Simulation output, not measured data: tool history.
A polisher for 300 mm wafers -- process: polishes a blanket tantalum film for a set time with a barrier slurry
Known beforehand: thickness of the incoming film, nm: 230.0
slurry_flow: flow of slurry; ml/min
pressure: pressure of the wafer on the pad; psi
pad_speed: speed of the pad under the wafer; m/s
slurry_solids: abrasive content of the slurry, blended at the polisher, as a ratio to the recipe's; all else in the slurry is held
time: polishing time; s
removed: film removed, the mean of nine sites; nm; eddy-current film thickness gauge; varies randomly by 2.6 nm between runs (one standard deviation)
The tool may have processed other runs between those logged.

| run | day | slurry_flow | pressure | pad_speed | slurry_solids | time | removed |
|---|---|---|---|---|---|---|---|
| 1 | 0 | 310 | 2.3 | 0.88 | 1 | 62 | 103.53 |
| 2 | 0.35 | 310 | 1.8 | 0.88 | 1 | 62 | 82.954 |
| 3 | 0.454 | 375 | 1.8 | 0.88 | 1 | 62 | 81.736 |
| 4 | 0.6 | 375 | 2.2 | 0.9 | 1 | 62 | 103.86 |
| 5 | 0.846 | 375 | 1.7 | 0.9 | 1 | 62 | 78.77 |
| 6 | 1.142 | 345 | 1.7 | 0.9 | 1 | 62 | 81.535 |
| 7 | 1.308 | 345 | 2.1 | 0.92 | 1 | 62 | 100.32 |

Predict the results of run 8:
| 8 | 1.492 | 345 | 2.7 | 0.96 | 1 | 62 | ? |

{"run 8": {"removed": 133.15}}
